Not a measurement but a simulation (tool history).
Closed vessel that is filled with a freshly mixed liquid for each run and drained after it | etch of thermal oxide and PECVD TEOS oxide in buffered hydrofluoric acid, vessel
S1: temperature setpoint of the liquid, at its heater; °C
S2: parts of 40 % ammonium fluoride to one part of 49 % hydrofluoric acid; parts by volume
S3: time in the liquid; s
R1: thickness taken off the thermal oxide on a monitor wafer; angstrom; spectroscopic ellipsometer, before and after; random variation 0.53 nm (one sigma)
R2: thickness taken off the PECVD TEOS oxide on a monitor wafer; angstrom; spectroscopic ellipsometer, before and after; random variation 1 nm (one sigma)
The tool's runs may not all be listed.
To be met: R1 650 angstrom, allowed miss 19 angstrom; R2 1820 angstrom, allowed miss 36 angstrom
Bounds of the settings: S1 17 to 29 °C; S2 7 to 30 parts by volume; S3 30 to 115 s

run 1 hour=0 | S1=21 S2=19 S3=60 | R1=291.88 R2=808.29
run 2 hour=6 | S1=21 S2=19 S3=75 | R1=367.34 R2=1005.6
run 3 hour=13.9 | S1=21 S2=16 S3=75 | R1=439.46 R2=1200.3
run 4 hour=19.8 | S1=21 S2=16 S3=90 | R1=508.69 R2=1429.1
run 5 hour=25 | S1=21 S2=11 S3=90 | R1=735.17 R2=2088.2
run 6 hour=27 | S1=20.5 S2=11 S3=90 | R1=728.43 R2=2020.2
run 7 hour=29.1 | S1=20 S2=11 S3=90 | R1=705.38 R2=1989.8
run 8 hour=36 | S1=19.5 S2=11 S3=90 | R1=685.7 R2=1891

4 next moves are on the table. One of them brings every result within its allowed miss. Which?
run A hour=42.9 | S1=18.5 S2=8.5 S3=80 | R1=? R2=?
run B hour=42.9 | S1=19.5 S2=11.5 S3=95 | R1=? R2=?
run C hour=42.9 | S1=18.5 S2=11.5 S3=95 | R1=? R2=?
run D hour=42.9 | S1=22.5 S2=11 S3=80 | R1=? R2=?

move=A R1=720.11 R2=2008.9
move=B R1=694.26 R2=1936.8
move=C R1=656.19 R2=1830.6
move=D R1=721.47 R2=2012.7
A: further off than the last run
B: further off than the last run
C: meets every target
D: further off than the last run
The right move is C.

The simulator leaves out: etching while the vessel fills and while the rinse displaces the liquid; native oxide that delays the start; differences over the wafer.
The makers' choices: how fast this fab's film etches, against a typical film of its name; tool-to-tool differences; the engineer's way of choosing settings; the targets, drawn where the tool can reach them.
